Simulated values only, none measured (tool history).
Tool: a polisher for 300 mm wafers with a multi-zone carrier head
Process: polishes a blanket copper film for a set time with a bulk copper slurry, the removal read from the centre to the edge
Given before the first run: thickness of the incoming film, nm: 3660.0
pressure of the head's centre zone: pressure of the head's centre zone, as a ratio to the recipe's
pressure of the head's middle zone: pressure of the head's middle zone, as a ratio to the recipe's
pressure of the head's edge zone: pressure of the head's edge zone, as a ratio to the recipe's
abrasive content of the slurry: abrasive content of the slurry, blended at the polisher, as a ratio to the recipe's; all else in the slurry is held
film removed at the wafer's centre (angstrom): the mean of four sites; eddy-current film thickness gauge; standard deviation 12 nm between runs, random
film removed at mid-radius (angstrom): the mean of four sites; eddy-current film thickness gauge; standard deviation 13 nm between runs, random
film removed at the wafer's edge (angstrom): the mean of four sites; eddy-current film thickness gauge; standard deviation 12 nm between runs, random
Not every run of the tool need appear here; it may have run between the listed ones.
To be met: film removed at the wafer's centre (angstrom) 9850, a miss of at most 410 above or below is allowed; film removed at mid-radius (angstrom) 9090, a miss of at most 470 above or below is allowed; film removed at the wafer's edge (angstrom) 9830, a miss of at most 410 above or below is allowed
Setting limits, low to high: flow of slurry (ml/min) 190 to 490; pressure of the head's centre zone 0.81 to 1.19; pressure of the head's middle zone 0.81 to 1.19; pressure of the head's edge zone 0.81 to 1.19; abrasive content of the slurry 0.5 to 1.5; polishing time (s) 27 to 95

run,hour,flow of slurry (ml/min),pressure of the head's centre zone,pressure of the head's middle zone,pressure of the head's edge zone,abrasive content of the slurry,polishing time (s),film removed at the wafer's centre (angstrom),film removed at mid-radius (angstrom),film removed at the wafer's edge (angstrom)
1,0,315,1,1,1,1,61,7868.2,7770.7,7736.1
2,6.4,315,1.01,0.99,1.03,1.15,62,8038,8132.7,8298.6
3,7.3,315,1.01,1.06,1.03,1.15,62,8175.2,8551.6,8335
4,13.8,315,1.05,1.04,1.06,1.2,63,8828.5,8648.7,8559.8
5,17.3,315,1.06,1.02,1.09,1.3,64,9099.8,8729.2,8976.5
6,26.2,315,1.07,1.02,1.11,1.35,64,9472.5,8862.8,9260
7,33,315,1.07,1.02,1.12,1.4,64,9245.1,8871.1,9291.4
8,38.1,315,1.08,1.02,1.13,1.45,64,9371.6,9112.2,9556.9

Of the 5 settings listed for the next run, only one would bring every result within its allowed miss of target. Which one?
A,43.2,315,1.14,1.07,1.1,1.35,69,?,?,?
B,43.2,285,1.1,0.92,1.19,1.45,70,?,?,?
C,43.2,285,1.1,1.01,1.19,1.35,67,?,?,?
D,43.2,330,1,0.88,1.19,1.5,71,?,?,?
E,43.2,300,1,0.88,1.19,1.5,72,?,?,?

move,film removed at the wafer's centre (angstrom),film removed at mid-radius (angstrom),film removed at the wafer's edge (angstrom)
A,10657,9974.3,9666.4
B,10488,8975.9,10327
C,9897,9154.3,9726.8
D,9846.3,8937.4,10642
E,9909.5,9000.9,10735
A: the result that was furthest off in the last run now lies on the other side of its target
B: the result that was furthest off in the last run now lies on the other side of its target
C: all results in spec
D: the worst result of the last run now meets its target, but another is out of spec
E: the worst result of the last run now meets its target, but another is out of spec
Answer: C
